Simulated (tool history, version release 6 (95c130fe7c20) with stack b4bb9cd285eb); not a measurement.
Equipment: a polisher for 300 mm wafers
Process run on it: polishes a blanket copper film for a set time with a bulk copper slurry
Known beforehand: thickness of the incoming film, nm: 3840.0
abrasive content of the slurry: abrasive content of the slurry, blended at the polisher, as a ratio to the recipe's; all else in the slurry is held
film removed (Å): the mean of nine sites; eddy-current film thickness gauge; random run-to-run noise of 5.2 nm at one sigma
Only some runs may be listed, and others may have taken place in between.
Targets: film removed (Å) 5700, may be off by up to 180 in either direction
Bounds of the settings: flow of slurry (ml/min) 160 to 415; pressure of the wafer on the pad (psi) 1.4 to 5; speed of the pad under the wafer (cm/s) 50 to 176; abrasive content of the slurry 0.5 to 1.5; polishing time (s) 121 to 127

run  hour  flow of slurry (ml/min)  pressure of the wafer on the pad (psi)  speed of the pad under the wafer (cm/s)  abrasive content of the slurry  polishing time (s)  film removed (Å)
  1     0                      265                                     3.2                                      112                               1                 121             16600
  2   5.9                      290                                     3.2                                      112                               1                 121             17180
  3   8.7                      280                                       3                                      106                               1                 121             15156
  4  11.1                      315                                       3                                      106                               1                 121             15037
  5  19.6                      315                                       3                                       88                               1                 121             12722
  6  28.6                      315                                     2.8                                       84                               1                 121             11400
  7  34.7                      315                                     2.6                                       82                               1                 121             10392
  8  38.7                      315                                     2.4                                       80                               1                 121            9463.3
  9  41.6                      315                                     2.3                                       78                               1                 121              8903
 10  45.1                      315                                     2.3                                       78                               1                 121            8843.2
 11  47.2                      305                                     1.4                                       58                               1                 121            4129.4

Pick the move, out of 5, that brings all results within their allowed miss; only one does.
  A  49.3                      400                                     1.9                                       56                            0.85                 125                 ?
  B  49.3                      355                                     1.5                                       56                               1                 124                 ?
  C  49.3                      265                                     1.6                                       70                            0.85                 121                 ?
  D  49.3                      325                                     2.1                                       54                            0.95                 124                 ?
  E  49.3                      300                                     1.9                                       64                            1.05                 124                 ?

move  film removed (Å)
   A            5402.1
   B            4466.3
   C            5293.4
   D            5800.9
   E            6333.5
A: closes in on the targets versus the last run, not all within tolerance yet
B: closes in on the targets versus the last run, not all within tolerance yet
C: closes in on the targets versus the last run, not all within tolerance yet
D: every result within its allowed miss
E: takes the biggest miss from the last run beyond its target
D meets every target.
